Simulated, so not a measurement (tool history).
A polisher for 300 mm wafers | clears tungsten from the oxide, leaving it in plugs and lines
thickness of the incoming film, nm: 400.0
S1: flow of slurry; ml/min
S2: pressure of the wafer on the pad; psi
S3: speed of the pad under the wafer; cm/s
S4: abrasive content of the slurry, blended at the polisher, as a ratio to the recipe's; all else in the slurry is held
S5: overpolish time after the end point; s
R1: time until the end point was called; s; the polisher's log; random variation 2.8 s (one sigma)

{"run": 1, "day": 0.0, "S1": 245, "S2": 4.2, "S3": 90, "S4": 1.0, "S5": 6, "R1": 99.231}
{"run": 2, "day": 0.246, "S1": 245, "S2": 3.6, "S3": 84, "S4": 1.0, "S5": 6, "R1": 115.46}
{"run": 3, "day": 0.342, "S1": 245, "S2": 3.6, "S3": 84, "S4": 1.0, "S5": 6, "R1": 114.58}
{"run": 4, "day": 0.679, "S1": 245, "S2": 3.2, "S3": 76, "S4": 1.0, "S5": 6, "R1": 132.91}
{"run": 5, "day": 0.975, "S1": 245, "S2": 3.2, "S3": 76, "S4": 1.0, "S5": 5, "R1": 133.45}
{"run": 6, "day": 1.062, "S1": 245, "S2": 2.9, "S3": 70, "S4": 1.0, "S5": 5, "R1": 151.83}
{"run": 7, "day": 1.421, "S1": 245, "S2": 2.6, "S3": 66, "S4": 1.0, "S5": 5, "R1": 163.76}
{"run": 8, "day": 1.542, "S1": 245, "S2": 2.4, "S3": 62, "S4": 1.0, "S5": 5, "R1": 181.24}
{"run": 9, "day": 1.854, "S1": 245, "S2": 2.3, "S3": 60, "S4": 1.0, "S5": 5, "R1": 188.24}

The next listed run, before its measurement:
{"run": 10, "day": 2.121, "S1": 245, "S2": 2.2, "S3": 58, "S4": 1.0, "S5": 5, "R1": "?"}

R1: 193.530 s

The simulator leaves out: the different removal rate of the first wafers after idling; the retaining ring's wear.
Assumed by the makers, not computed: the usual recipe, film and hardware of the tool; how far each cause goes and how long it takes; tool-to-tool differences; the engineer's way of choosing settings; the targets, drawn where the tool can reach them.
